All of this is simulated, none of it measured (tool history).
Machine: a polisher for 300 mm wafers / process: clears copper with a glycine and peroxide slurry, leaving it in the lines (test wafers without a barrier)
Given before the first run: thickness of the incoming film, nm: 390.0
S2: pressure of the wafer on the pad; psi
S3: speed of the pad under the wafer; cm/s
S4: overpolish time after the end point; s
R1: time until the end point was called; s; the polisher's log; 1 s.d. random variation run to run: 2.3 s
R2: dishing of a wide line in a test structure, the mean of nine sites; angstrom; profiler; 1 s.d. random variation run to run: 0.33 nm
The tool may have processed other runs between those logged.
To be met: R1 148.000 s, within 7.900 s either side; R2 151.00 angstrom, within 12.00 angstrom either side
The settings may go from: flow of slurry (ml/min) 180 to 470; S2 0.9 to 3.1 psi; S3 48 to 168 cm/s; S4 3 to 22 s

run 1 day=0.000 | flow_of_slurry_(ml/min)=300 S2=2.0 S3=108 S4=11 | R1=95.865 R2=298.11
run 2 day=0.258 | flow_of_slurry_(ml/min)=300 S2=1.9 S3=106 S4=11 | R1=101.170 R2=289.34
run 3 day=0.392 | flow_of_slurry_(ml/min)=300 S2=1.7 S3=106 S4=11 | R1=107.560 R2=278.78
run 4 day=0.475 | flow_of_slurry_(ml/min)=300 S2=1.6 S3=104 S4=11 | R1=113.240 R2=246.77
run 5 day=0.821 | flow_of_slurry_(ml/min)=300 S2=1.6 S3=104 S4=16 | R1=116.970 R2=361.50
run 6 day=0.917 | flow_of_slurry_(ml/min)=300 S2=1.6 S3=104 S4=18 | R1=117.400 R2=412.14
run 7 day=1.058 | flow_of_slurry_(ml/min)=300 S2=1.6 S3=102 S4=17 | R1=112.580 R2=386.44
run 8 day=1.317 | flow_of_slurry_(ml/min)=300 S2=1.6 S3=98 S4=16 | R1=120.210 R2=368.14
run 9 day=1.475 | flow_of_slurry_(ml/min)=300 S2=1.5 S3=98 S4=15 | R1=125.410 R2=331.76
run 10 day=1.538 | flow_of_slurry_(ml/min)=295 S2=1.3 S3=84 S4=9 | R1=150.080 R2=167.98

Which one of the following 5 next-run settings gets every result inside its allowed miss? There is exactly one.
run A day=1.600 | flow_of_slurry_(ml/min)=300 S2=1.4 S3=98 S4=8 | R1=? R2=?
run B day=1.600 | flow_of_slurry_(ml/min)=265 S2=1.4 S3=82 S4=8 | R1=? R2=?
run C day=1.600 | flow_of_slurry_(ml/min)=295 S2=1.6 S3=94 S4=8 | R1=? R2=?
run D day=1.600 | flow_of_slurry_(ml/min)=345 S2=2.0 S3=58 S4=10 | R1=? R2=?
run E day=1.600 | flow_of_slurry_(ml/min)=285 S2=1.5 S3=76 S4=10 | R1=? R2=?

move=A R1=126.500 R2=168.21
move=B R1=144.770 R2=148.32
move=C R1=120.850 R2=175.97
move=D R1=146.700 R2=182.50
move=E R1=145.820 R2=182.41
A: its largest miss is bigger than the last run's
B: every result within its allowed miss
C: its largest miss is bigger than the last run's
D: its largest miss is bigger than the last run's
E: its largest miss is bigger than the last run's
Correct choice: B, which meets every target

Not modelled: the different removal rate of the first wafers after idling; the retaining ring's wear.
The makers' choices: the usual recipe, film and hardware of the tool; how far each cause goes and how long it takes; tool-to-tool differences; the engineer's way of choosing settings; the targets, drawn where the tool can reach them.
